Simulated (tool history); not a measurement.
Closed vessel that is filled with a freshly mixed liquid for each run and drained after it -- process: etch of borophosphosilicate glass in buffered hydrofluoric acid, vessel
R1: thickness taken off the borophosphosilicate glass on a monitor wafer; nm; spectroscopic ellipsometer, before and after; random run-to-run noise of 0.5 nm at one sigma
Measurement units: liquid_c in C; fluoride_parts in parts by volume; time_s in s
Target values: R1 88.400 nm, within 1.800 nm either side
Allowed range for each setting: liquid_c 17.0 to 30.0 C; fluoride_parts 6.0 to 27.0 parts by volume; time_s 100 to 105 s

{"run": 1, "hour": 0.0, "liquid_c": 22.0, "fluoride_parts": 16.5, "time_s": 100, "R1": 119.78}
{"run": 2, "hour": 3.4, "liquid_c": 22.0, "fluoride_parts": 16.5, "time_s": 100, "R1": 120.99}
{"run": 3, "hour": 12.0, "liquid_c": 22.0, "fluoride_parts": 19.5, "time_s": 100, "R1": 103.51}
{"run": 4, "hour": 14.9, "liquid_c": 21.5, "fluoride_parts": 19.5, "time_s": 100, "R1": 101.04}
{"run": 5, "hour": 17.8, "liquid_c": 21.5, "fluoride_parts": 22.5, "time_s": 100, "R1": 92.16}
{"run": 6, "hour": 24.8, "liquid_c": 20.5, "fluoride_parts": 22.5, "time_s": 100, "R1": 86.257}
{"hour": 26.2, "done": "hydrofluoric acid flow meter replaced"}
{"run": 7, "hour": 26.2, "liquid_c": 21.0, "fluoride_parts": 22.5, "time_s": 100, "R1": 94.658}
{"run": 8, "hour": 34.8, "liquid_c": 20.5, "fluoride_parts": 22.5, "time_s": 100, "R1": 91.932}

Which one of the following 4 next-run settings gets every result inside its allowed miss? There is exactly one.
{"run": "A", "hour": 43.4, "liquid_c": 21.0, "fluoride_parts": 24.0, "time_s": 105, "R1": "?"}
{"run": "B", "hour": 43.4, "liquid_c": 17.0, "fluoride_parts": 18.5, "time_s": 100, "R1": "?"}
{"run": "C", "hour": 43.4, "liquid_c": 17.5, "fluoride_parts": 20.0, "time_s": 100, "R1": "?"}
{"run": "D", "hour": 43.4, "liquid_c": 21.5, "fluoride_parts": 23.0, "time_s": 100, "R1": "?"}

move=A R1=93.547
move=B R1=87.344
move=C R1=83.153
move=D R1=94.328
A: the biggest miss grows against the last run
B: in spec on every target
C: pushes the last run's worst result past its target
D: the biggest miss grows against the last run
The move that meets every target is B.
